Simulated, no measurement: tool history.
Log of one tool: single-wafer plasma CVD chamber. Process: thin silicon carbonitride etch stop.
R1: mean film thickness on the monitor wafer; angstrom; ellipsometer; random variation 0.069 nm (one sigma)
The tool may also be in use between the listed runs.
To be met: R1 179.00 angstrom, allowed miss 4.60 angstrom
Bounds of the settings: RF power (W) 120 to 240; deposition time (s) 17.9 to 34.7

{"run": 1, "hour": 0.0, "RF power (W)": 180, "deposition time (s)": 26.3, "R1": 135.75}
{"run": 2, "hour": 1.2, "RF power (W)": 180, "deposition time (s)": 24.9, "R1": 127.64}
{"run": 3, "hour": 7.4, "RF power (W)": 185, "deposition time (s)": 26.4, "R1": 137.85}
{"run": 4, "hour": 9.1, "RF power (W)": 185, "deposition time (s)": 23.2, "R1": 120.01}
{"run": 5, "hour": 9.9, "RF power (W)": 160, "deposition time (s)": 23.2, "R1": 114.45}
{"run": 6, "hour": 17.0, "RF power (W)": 170, "deposition time (s)": 25.0, "R1": 125.87}
{"run": 7, "hour": 21.9, "RF power (W)": 180, "deposition time (s)": 26.4, "R1": 135.69}
{"run": 8, "hour": 28.1, "RF power (W)": 190, "deposition time (s)": 27.5, "R1": 143.79}
{"run": 9, "hour": 29.9, "RF power (W)": 195, "deposition time (s)": 28.5, "R1": 150.34}
{"run": 10, "hour": 36.7, "RF power (W)": 200, "deposition time (s)": 29.3, "R1": 156.94}

5 next moves are on the table. One of them brings every result within its allowed miss. Which?
{"run": "A", "hour": 43.5, "RF power (W)": 230, "deposition time (s)": 33.7, "R1": "?"}
{"run": "B", "hour": 43.5, "RF power (W)": 195, "deposition time (s)": 33.5, "R1": "?"}
{"run": "C", "hour": 43.5, "RF power (W)": 200, "deposition time (s)": 31.1, "R1": "?"}
{"run": "D", "hour": 43.5, "RF power (W)": 220, "deposition time (s)": 30.7, "R1": "?"}
{"run": "E", "hour": 43.5, "RF power (W)": 200, "deposition time (s)": 24.7, "R1": "?"}

move=A R1=188.79
move=B R1=176.96
move=C R1=165.79
move=D R1=169.31
move=E R1=131.67
A: takes the result that was furthest off past its target
B: meets every target
C: nearer than the last run, and not there yet
D: nearer than the last run, and not there yet
E: further off than the last run
Move B is the one to make.
